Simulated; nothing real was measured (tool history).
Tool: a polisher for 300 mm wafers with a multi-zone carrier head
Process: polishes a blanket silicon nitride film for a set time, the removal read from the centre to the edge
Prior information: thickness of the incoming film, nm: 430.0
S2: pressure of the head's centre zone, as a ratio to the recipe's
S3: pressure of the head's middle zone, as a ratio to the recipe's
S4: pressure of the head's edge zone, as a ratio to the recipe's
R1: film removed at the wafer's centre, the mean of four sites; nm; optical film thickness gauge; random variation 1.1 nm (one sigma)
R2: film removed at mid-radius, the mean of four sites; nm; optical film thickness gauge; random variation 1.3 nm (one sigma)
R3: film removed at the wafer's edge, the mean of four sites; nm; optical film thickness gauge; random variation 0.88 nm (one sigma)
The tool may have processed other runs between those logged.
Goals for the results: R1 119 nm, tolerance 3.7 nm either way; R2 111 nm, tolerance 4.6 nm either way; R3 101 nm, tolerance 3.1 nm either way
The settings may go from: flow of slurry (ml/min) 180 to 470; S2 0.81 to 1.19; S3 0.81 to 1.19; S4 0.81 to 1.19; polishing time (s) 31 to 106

{"run": 1, "day": 0.0, "flow of slurry (ml/min)": 300, "S2": 1, "S3": 1, "S4": 1, "polishing time (s)": 68, "R1": 82.142, "R2": 79.625, "R3": 80.74}
{"run": 2, "day": 0.325, "flow of slurry (ml/min)": 300, "S2": 1, "S3": 1, "S4": 0.93, "polishing time (s)": 68, "R1": 82.1, "R2": 80.04, "R3": 78.36}
{"run": 3, "day": 0.367, "flow of slurry (ml/min)": 235, "S2": 1, "S3": 1, "S4": 0.93, "polishing time (s)": 68, "R1": 78.187, "R2": 77.205, "R3": 76.565}
{"run": 4, "day": 0.667, "flow of slurry (ml/min)": 275, "S2": 1.05, "S3": 1.05, "S4": 0.98, "polishing time (s)": 72, "R1": 90.134, "R2": 87.654, "R3": 83.632}
{"run": 5, "day": 0.9, "flow of slurry (ml/min)": 275, "S2": 1.05, "S3": 0.97, "S4": 0.98, "polishing time (s)": 72, "R1": 89.273, "R2": 80.875, "R3": 84.553}
{"run": 6, "day": 1.112, "flow of slurry (ml/min)": 275, "S2": 1.05, "S3": 1.05, "S4": 0.98, "polishing time (s)": 72, "R1": 88.974, "R2": 86.45, "R3": 85.578}
{"run": 7, "day": 1.275, "flow of slurry (ml/min)": 315, "S2": 1.1, "S3": 1.09, "S4": 0.98, "polishing time (s)": 74, "R1": 97.924, "R2": 92.553, "R3": 88.795}
{"run": 8, "day": 1.617, "flow of slurry (ml/min)": 335, "S2": 1.13, "S3": 1.12, "S4": 0.98, "polishing time (s)": 76, "R1": 105.62, "R2": 99.348, "R3": 90.627}
{"run": 9, "day": 1.758, "flow of slurry (ml/min)": 345, "S2": 1.15, "S3": 1.14, "S4": 1.01, "polishing time (s)": 77, "R1": 108.74, "R2": 101.19, "R3": 91.959}
{"run": 10, "day": 2.112, "flow of slurry (ml/min)": 345, "S2": 1.15, "S3": 1.14, "S4": 1.02, "polishing time (s)": 79, "R1": 110.75, "R2": 102.37, "R3": 96.764}
{"run": 11, "day": 2.483, "flow of slurry (ml/min)": 355, "S2": 1.16, "S3": 1.16, "S4": 1.02, "polishing time (s)": 80, "R1": 112.25, "R2": 104.75, "R3": 96.447}

5 next moves are on the table. One of them brings every result within its allowed miss. Which?
{"run": "A", "day": 2.854, "flow of slurry (ml/min)": 310, "S2": 1.14, "S3": 1.05, "S4": 1.1, "polishing time (s)": 81, "R1": "?", "R2": "?", "R3": "?"}
{"run": "B", "day": 2.854, "flow of slurry (ml/min)": 385, "S2": 1.03, "S3": 1.18, "S4": 1.04, "polishing time (s)": 81, "R1": "?", "R2": "?", "R3": "?"}
{"run": "C", "day": 2.854, "flow of slurry (ml/min)": 395, "S2": 1.12, "S3": 1.18, "S4": 1.03, "polishing time (s)": 78, "R1": "?", "R2": "?", "R3": "?"}
{"run": "D", "day": 2.854, "flow of slurry (ml/min)": 260, "S2": 1.15, "S3": 1.12, "S4": 0.92, "polishing time (s)": 88, "R1": "?", "R2": "?", "R3": "?"}
{"run": "E", "day": 2.854, "flow of slurry (ml/min)": 305, "S2": 1.13, "S3": 1.07, "S4": 1.12, "polishing time (s)": 81, "R1": "?", "R2": "?", "R3": "?"}

move=A R1=111.43 R2=97.228 R3=99.33
move=B R1=102.76 R2=109.53 R3=98.486
move=C R1=107.89 R2=105.63 R3=94.644
move=D R1=119.76 R2=109.64 R3=99.707
move=E R1=110.27 R2=98.654 R3=99.872
A: further off than the last run
B: further off than the last run
C: further off than the last run
D: meets every target
E: further off than the last run
Correct choice: D, which meets every target
